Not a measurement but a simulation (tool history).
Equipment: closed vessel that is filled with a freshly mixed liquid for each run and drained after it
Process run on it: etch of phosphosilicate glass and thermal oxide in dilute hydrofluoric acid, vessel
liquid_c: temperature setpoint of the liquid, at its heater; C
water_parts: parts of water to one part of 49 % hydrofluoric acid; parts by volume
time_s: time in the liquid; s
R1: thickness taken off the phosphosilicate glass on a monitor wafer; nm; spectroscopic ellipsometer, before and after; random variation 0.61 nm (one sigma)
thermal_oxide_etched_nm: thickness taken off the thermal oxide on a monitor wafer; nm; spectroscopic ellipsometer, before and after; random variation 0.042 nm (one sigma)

run 1 hour=0.0 | liquid_c=24.0 water_parts=55 time_s=60 | R1=88.832 thermal_oxide_etched_nm=5.3483
run 2 hour=5.0 | liquid_c=22.5 water_parts=55 time_s=60 | R1=82.573 thermal_oxide_etched_nm=4.9401
run 3 hour=14.0 | liquid_c=22.5 water_parts=45 time_s=60 | R1=102.150 thermal_oxide_etched_nm=6.2185
run 4 hour=21.4 | liquid_c=22.5 water_parts=45 time_s=80 | R1=137.470 thermal_oxide_etched_nm=8.2660
run 5 hour=28.5 | liquid_c=22.5 water_parts=60 time_s=80 | R1=100.310 thermal_oxide_etched_nm=6.0975
run 6 hour=31.2 | liquid_c=21.0 water_parts=60 time_s=80 | R1=92.622 thermal_oxide_etched_nm=5.7364

For run 7, what comes out?
run 7 hour=34.1 | liquid_c=20.5 water_parts=60 time_s=80 | R1=? thermal_oxide_etched_nm=?

{"run 7": {"R1": 92.664, "thermal_oxide_etched_nm": 5.6731}}

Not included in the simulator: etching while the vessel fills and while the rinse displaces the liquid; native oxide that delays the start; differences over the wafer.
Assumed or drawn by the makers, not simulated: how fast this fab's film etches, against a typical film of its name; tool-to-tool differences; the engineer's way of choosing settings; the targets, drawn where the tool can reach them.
